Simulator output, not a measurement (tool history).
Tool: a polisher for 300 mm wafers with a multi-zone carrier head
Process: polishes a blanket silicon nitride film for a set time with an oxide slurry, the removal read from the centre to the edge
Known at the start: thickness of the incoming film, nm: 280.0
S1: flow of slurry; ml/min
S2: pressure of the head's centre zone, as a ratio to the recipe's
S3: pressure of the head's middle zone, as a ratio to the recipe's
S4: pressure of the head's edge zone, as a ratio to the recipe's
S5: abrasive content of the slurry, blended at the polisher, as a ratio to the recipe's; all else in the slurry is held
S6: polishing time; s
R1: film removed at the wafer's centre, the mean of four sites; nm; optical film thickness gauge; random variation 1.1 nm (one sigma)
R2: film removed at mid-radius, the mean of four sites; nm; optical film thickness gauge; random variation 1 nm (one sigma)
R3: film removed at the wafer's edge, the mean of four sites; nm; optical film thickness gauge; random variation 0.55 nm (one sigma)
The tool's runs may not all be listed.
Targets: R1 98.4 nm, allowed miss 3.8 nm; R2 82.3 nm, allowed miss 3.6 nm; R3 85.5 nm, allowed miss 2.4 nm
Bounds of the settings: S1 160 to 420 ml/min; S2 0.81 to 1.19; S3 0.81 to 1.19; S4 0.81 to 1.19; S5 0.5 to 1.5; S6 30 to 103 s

run 1 hour=0 | S1=270 S2=1 S3=1 S4=1 S5=1 S6=66 | R1=67.432 R2=67.055 R3=66.76
run 2 hour=5.6 | S1=270 S2=1 S3=1 S4=1 S5=1 S6=59 | R1=59.194 R2=59.043 R3=59.4
run 3 hour=14.1 | S1=270 S2=0.92 S3=1 S4=1 S5=1 S6=59 | R1=54.888 R2=59.799 R3=58.973
run 4 hour=15.2 | S1=215 S2=0.92 S3=1 S4=1 S5=1 S6=59 | R1=53.14 R2=58.554 R3=58.587
run 5 hour=19.1 | S1=215 S2=0.92 S3=1 S4=1.05 S5=1 S6=59 | R1=54.149 R2=59.178 R3=59.405
run 6 hour=25.4 | S1=225 S2=0.98 S3=1 S4=1.07 S5=1.1 S6=60 | R1=60.212 R2=61.965 R3=63.567
run 7 hour=34.1 | S1=240 S2=1.03 S3=1.01 S4=1.07 S5=1.2 S6=62 | R1=66.372 R2=66.685 R3=67.663
run 8 hour=39.7 | S1=260 S2=1.07 S3=1 S4=1.06 S5=1.25 S6=64 | R1=74.322 R2=71.089 R3=71.281
run 9 hour=47.5 | S1=270 S2=1.1 S3=0.99 S4=1.08 S5=1.3 S6=65 | R1=78.385 R2=70.902 R3=74.535

Which of these 4 next moves meets every target?
run A hour=55.3 | S1=270 S2=1.16 S3=0.99 S4=1.04 S5=1.3 S6=76 | R1=? R2=? R3=?
run B hour=55.3 | S1=255 S2=0.93 S3=1.18 S4=1.07 S5=1.25 S6=55 | R1=? R2=? R3=?
run C hour=55.3 | S1=275 S2=1.19 S3=0.95 S4=0.91 S5=1.35 S6=75 | R1=? R2=? R3=?
run D hour=55.3 | S1=280 S2=1.19 S3=0.95 S4=1.03 S5=1.2 S6=74 | R1=? R2=? R3=?

move=A R1=98.279 R2=83.11 R3=84.372
move=B R1=57.04 R2=68.666 R3=60.702
move=C R1=100.7 R2=80.348 R3=79.341
move=D R1=95.751 R2=76.37 R3=79.876
A: meets every target
B: further off than the last run
C: brings the result that was furthest off to its target, and leaves another outside
D: brings the result that was furthest off to its target, and leaves another outside
The right move is A.
